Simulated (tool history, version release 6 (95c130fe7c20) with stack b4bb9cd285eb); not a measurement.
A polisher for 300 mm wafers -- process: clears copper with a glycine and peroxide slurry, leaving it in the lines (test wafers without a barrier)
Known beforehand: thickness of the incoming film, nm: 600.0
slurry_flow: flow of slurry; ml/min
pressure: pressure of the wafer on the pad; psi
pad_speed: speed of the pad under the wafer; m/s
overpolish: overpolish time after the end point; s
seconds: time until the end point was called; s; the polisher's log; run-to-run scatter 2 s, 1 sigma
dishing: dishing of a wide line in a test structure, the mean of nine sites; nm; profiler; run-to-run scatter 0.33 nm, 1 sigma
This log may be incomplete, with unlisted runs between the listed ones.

run 1 hour=0 | slurry_flow=205 pressure=2.9 pad_speed=0.92 overpolish=21 | seconds=113.74 dishing=73.236
run 2 hour=0.7 | slurry_flow=185 pressure=2.4 pad_speed=1.02 overpolish=16 | seconds=129.31 dishing=54.757
run 3 hour=3.3 | slurry_flow=175 pressure=2.1 pad_speed=1.14 overpolish=13 | seconds=136.73 dishing=43.809
run 4 hour=9.4 | slurry_flow=175 pressure=2.7 pad_speed=1.14 overpolish=13 | seconds=108.71 dishing=53.813
run 5 hour=11.5 | slurry_flow=180 pressure=2.3 pad_speed=1.24 overpolish=11 | seconds=116.46 dishing=43.009
run 6 hour=19.5 | slurry_flow=190 pressure=2.1 pad_speed=1.3 overpolish=10 | seconds=118.75 dishing=38.283
run 7 hour=24.9 | slurry_flow=205 pressure=2 pad_speed=1.32 overpolish=10 | seconds=122.05 dishing=37.882
run 8 hour=30.3 | slurry_flow=205 pressure=1.9 pad_speed=1.36 overpolish=9 | seconds=124.43 dishing=33.741
run 9 hour=38.4 | slurry_flow=210 pressure=1.9 pad_speed=1.38 overpolish=9 | seconds=121.92 dishing=33.908
run 10 hour=47 | slurry_flow=210 pressure=1.9 pad_speed=1.4 overpolish=6 | seconds=119.89 dishing=23.619
run 11 hour=51.4 | slurry_flow=190 pressure=1.9 pad_speed=1.4 overpolish=6 | seconds=121.47 dishing=23.373

Run 12 comes next. What will it give?
run 12 hour=52.7 | slurry_flow=215 pressure=1.9 pad_speed=1.38 overpolish=6 | seconds=? dishing=?

seconds: 123.92 s
dishing: 23.444 nm

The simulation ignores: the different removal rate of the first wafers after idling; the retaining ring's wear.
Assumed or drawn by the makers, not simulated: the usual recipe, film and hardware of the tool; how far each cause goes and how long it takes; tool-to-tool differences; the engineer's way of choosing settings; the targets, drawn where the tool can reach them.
